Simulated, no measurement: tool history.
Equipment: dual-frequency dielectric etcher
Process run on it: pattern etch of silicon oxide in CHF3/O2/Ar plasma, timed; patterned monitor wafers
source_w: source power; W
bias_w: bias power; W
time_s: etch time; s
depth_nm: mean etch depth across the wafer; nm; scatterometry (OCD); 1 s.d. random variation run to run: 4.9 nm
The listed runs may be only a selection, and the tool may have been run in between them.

| run | hour | source_w | bias_w | time_s | depth_nm |
|---|---|---|---|---|---|
| 1 | 0 | 680 | 155 | 668 | 1370.5 |
| 2 | 8.9 | 590 | 155 | 668 | 1303.6 |
| 3 | 15.9 | 590 | 175 | 668 | 1356.5 |
| 4 | 19 | 530 | 175 | 668 | 1306.1 |
| 5 | 25.4 | 430 | 175 | 668 | 1228.3 |
| 6 | 30.2 | 510 | 181 | 669.5 | 1308 |
| 7 | 31.9 | 650 | 206 | 675.5 | 1484.4 |
| 8 | 32.8 | 680 | 208 | 676.5 | 1521.2 |
| 9 | 36.9 | 700 | 210 | 677 | 1540.1 |
| 10 | 38.4 | 720 | 212 | 677.5 | 1554.9 |
| 11 | 44 | 720 | 212 | 677.5 | 1556.5 |
| 12 | 44.7 | 730 | 213 | 678.5 | 1557.4 |

Run 13 is up next; what results do you expect?
| 13 | 53 | 740 | 214 | 680 | ? |

Logged for run 13: depth_nm 1582.2 nm.
